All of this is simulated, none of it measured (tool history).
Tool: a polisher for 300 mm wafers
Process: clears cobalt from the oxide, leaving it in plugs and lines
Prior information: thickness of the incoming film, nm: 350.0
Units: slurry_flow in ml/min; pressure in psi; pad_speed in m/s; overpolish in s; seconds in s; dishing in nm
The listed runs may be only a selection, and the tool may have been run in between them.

run  hour  slurry_flow  pressure  pad_speed  overpolish  seconds  dishing
  1     0          225       1.9        0.8          19   108.54   40.295
  2   1.9          225       1.9        0.7          19   121.15   37.916
  3   3.2          185       1.9        0.7          19   121.02   36.896
  4   5.5          185       2.2       0.72          21   110.66   40.698
  5   7.1          185       2.2       0.72          16   109.99   36.139
  6    12          185       2.2       0.72          11   109.72   28.434
  7  15.1          185       2.8       0.74          20   89.671   44.924

Forecast run 8:
  8  22.3          190       2.9       0.78          21        ?        ?

{"run 8": {"seconds": 81.261, "dishing": 48.054}}

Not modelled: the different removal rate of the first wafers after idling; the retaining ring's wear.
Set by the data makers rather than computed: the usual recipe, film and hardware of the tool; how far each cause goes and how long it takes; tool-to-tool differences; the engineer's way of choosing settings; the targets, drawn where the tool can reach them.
